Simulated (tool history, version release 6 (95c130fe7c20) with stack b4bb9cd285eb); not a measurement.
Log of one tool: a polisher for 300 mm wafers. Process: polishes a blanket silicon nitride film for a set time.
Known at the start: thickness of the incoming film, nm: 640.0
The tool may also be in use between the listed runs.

run  hour  flow of slurry (ml/min)  pressure of the wafer on the pad (psi)  speed of the pad under the wafer (m/s)  polishing time (s)  film removed (angstrom)
  1   0.0                      260                                     4.2                                    0.90                  38                   790.44
  2   3.0                      260                                     3.7                                    0.90                  38                   704.71
  3   6.3                      260                                     3.3                                    0.90                  38                   640.72
  4  12.8                      260                                     4.4                                    0.90                  38                   831.06
  5  15.7                      260                                     3.8                                    0.90                  38                   721.86
  6  16.3                      260                                     3.8                                    0.90                  33                   645.43
  7  23.1                      260                                     3.5                                    0.90                  33                   596.72

Run 8 comes next. What will it give?
  8  26.5                      260                                     3.4                                    0.90                  33                        ?

{"run 8": {"film removed (angstrom)": 580.24}}

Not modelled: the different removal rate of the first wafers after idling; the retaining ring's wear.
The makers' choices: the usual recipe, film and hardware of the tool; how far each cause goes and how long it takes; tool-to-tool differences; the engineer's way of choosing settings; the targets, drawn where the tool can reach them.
